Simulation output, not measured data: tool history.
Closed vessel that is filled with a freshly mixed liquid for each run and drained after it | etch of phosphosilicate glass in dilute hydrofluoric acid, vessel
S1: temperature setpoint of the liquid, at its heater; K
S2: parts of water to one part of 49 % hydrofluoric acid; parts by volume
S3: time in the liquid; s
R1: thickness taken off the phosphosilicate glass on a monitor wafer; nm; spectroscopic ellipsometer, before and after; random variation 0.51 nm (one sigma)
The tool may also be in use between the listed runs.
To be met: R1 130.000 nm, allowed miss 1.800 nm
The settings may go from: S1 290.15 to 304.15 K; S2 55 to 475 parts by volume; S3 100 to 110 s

{"run": 1, "hour": 0.0, "S1": 296.15, "S2": 265, "S3": 100, "R1": 57.874}
{"run": 2, "hour": 5.2, "S1": 296.15, "S2": 225, "S3": 100, "R1": 70.739}
{"run": 3, "hour": 7.6, "S1": 297.15, "S2": 220, "S3": 100, "R1": 76.136}
{"run": 4, "hour": 8.1, "S1": 297.65, "S2": 215, "S3": 100, "R1": 79.361}
{"run": 5, "hour": 10.1, "S1": 298.15, "S2": 210, "S3": 100, "R1": 82.385}
{"run": 6, "hour": 16.5, "S1": 298.15, "S2": 120, "S3": 100, "R1": 161.01}
{"run": 7, "hour": 20.6, "S1": 294.15, "S2": 120, "S3": 100, "R1": 138.24}
{"run": 8, "hour": 21.4, "S1": 293.15, "S2": 120, "S3": 100, "R1": 132.52}

5 next moves are on the table. One of them brings every result within its allowed miss. Which?
{"run": "A", "hour": 22.2, "S1": 291.15, "S2": 110, "S3": 100, "R1": "?"}
{"run": "B", "hour": 22.2, "S1": 293.15, "S2": 130, "S3": 105, "R1": "?"}
{"run": "C", "hour": 22.2, "S1": 293.65, "S2": 120, "S3": 100, "R1": "?"}
{"run": "D", "hour": 22.2, "S1": 291.65, "S2": 115, "S3": 100, "R1": "?"}
{"run": "E", "hour": 22.2, "S1": 294.65, "S2": 135, "S3": 110, "R1": "?"}

move=A R1=134.850
move=B R1=127.300
move=C R1=135.480
move=D R1=130.990
move=E R1=135.620
A: further off than the last run
B: takes the result that was furthest off past its target
C: further off than the last run
D: meets every target
E: further off than the last run
Answer: D
